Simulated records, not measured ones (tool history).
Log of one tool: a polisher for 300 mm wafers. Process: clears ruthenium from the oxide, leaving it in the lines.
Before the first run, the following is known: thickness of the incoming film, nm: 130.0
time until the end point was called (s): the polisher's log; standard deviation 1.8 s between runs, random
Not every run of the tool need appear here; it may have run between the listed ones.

run    day  flow of slurry (ml/min)  pressure of the wafer on the pad (kPa)  speed of the pad under the wafer (cm/s)  overpolish time after the end point (s)  time until the end point was called (s)
  1  0.000                      270                                    14.5                                      128                                       27                                   85.087
  2  0.162                      320                                    14.5                                      128                                       27                                   80.639
  3  0.325                      310                                    13.1                                      126                                       27                                   87.813
  4  0.642                      310                                    13.1                                      142                                       27                                   78.482
  5  0.733                      280                                    13.1                                      142                                       27                                   80.876
  6  0.775                      270                                    11.7                                      140                                       27                                   94.065
  7  0.838                      255                                    11.0                                      140                                       27                                   99.021
  8  1.200                      245                                    11.0                                      140                                       27                                   95.103
  9  1.238                      245                                    10.3                                      140                                       27                                  103.210

Estimate the outcome of run 10 from the log above:
 10  1.350                      240                                    10.3                                      140                                       27                                        ?

{"run 10": {"time until the end point was called (s)": 102.84}}
